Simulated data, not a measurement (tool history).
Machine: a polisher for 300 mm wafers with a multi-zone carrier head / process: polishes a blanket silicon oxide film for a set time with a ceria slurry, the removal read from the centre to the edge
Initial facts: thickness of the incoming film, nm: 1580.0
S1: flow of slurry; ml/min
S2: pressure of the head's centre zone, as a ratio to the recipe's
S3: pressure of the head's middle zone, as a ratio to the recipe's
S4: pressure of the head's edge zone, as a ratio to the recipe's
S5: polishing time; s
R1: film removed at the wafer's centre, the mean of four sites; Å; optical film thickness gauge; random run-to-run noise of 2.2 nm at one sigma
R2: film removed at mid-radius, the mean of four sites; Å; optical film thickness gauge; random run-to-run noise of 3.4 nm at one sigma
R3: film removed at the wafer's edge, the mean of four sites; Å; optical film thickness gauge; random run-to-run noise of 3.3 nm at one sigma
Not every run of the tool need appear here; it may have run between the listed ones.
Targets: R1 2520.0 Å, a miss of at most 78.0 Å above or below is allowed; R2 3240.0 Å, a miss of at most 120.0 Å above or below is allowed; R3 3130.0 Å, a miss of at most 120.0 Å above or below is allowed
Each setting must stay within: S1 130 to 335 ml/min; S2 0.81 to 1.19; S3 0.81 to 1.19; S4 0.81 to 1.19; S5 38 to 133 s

run	hour	S1	S2	S3	S4	S5	R1	R2	R3
1	0.0	215	1.00	1.00	1.00	85	5597.0	5738.0	5669.6
2	6.5	215	1.00	1.04	1.00	85	5598.1	5772.4	5704.6
3	14.3	200	0.94	1.04	0.99	71	4359.2	4830.5	4697.8
4	19.6	235	0.94	1.04	0.99	71	4458.4	5067.5	4802.7
5	20.5	235	0.99	1.04	0.99	71	4595.9	5000.5	4749.1
6	27.4	195	0.99	1.04	0.99	71	4510.3	4876.6	4718.6
7	33.9	185	0.94	1.04	0.99	62	3754.9	4103.9	4026.1
8	35.0	185	0.90	1.06	1.01	56	3233.2	3795.0	3732.6
9	43.4	175	0.88	1.07	1.01	53	2927.0	3610.4	3504.0
10	48.7	165	0.86	1.07	1.00	52	2809.4	3534.9	3370.1
11	51.7	155	0.85	1.06	1.00	51	2667.6	3400.7	3313.4
12	57.3	150	0.85	1.06	0.99	51	2710.6	3466.6	3280.7

4 candidate next runs follow, results not yet known. Just one meets every target within its allowed miss. Identify it.
A	62.9	150	0.85	1.10	0.94	56	?	?	?
B	62.9	170	0.81	1.01	0.94	49	?	?	?
C	62.9	185	0.89	1.12	1.02	53	?	?	?
D	62.9	140	0.83	1.11	1.02	57	?	?	?

move	R1	R2	R3
A	2931.4	3823.1	3458.5
B	2506.9	3185.4	3081.6
C	3032.1	3814.6	3497.1
D	2866.5	3865.9	3622.8
A: the biggest miss grows against the last run
B: meets every target
C: the biggest miss grows against the last run
D: the biggest miss grows against the last run
Go with B: it meets all targets.
